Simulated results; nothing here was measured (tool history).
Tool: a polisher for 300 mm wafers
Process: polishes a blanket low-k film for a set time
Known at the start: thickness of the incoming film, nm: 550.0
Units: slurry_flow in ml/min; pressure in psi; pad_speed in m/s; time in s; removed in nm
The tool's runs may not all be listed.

Run 1, day 0.000: slurry_flow 185 ml/min, pressure 1.3 psi, pad_speed 0.98 m/s, slurry_solids 1.0, time 52 s. Result: removed 12.2060 nm.
Run 2, day 0.150: slurry_flow 185 ml/min, pressure 1.3 psi, pad_speed 0.82 m/s, slurry_solids 1.0, time 52 s. Result: removed 10.5190 nm.
Run 3, day 0.279: slurry_flow 215 ml/min, pressure 1.3 psi, pad_speed 0.82 m/s, slurry_solids 1.0, time 52 s. Result: removed 10.7760 nm.
Run 4, day 0.554: slurry_flow 215 ml/min, pressure 1.3 psi, pad_speed 0.82 m/s, slurry_solids 0.9, time 52 s. Result: removed 10.4920 nm.
Run 5, day 0.612: slurry_flow 215 ml/min, pressure 1.3 psi, pad_speed 1.04 m/s, slurry_solids 0.9, time 52 s. Result: removed 12.3250 nm.
Run 6, day 0.808: slurry_flow 215 ml/min, pressure 1.1 psi, pad_speed 1.04 m/s, slurry_solids 0.9, time 52 s. Result: removed 11.2560 nm.
Run 7, day 0.962: slurry_flow 215 ml/min, pressure 0.9 psi, pad_speed 0.98 m/s, slurry_solids 0.9, time 52 s. Result: removed 9.2581 nm.
Run 8, day 1.083: slurry_flow 210 ml/min, pressure 0.8 psi, pad_speed 0.96 m/s, slurry_solids 0.9, time 52 s. Result: removed 8.4709 nm.
Run 9, day 1.321: slurry_flow 205 ml/min, pressure 0.7 psi, pad_speed 0.96 m/s, slurry_solids 0.9, time 52 s. Result: removed 7.7844 nm.

The next listed run, before its measurement:
Run 10, day 1.546: slurry_flow 200 ml/min, pressure 0.7 psi, pad_speed 0.96 m/s, slurry_solids 0.9, time 52 s. Result: removed ?.

removed: 7.8047 nm
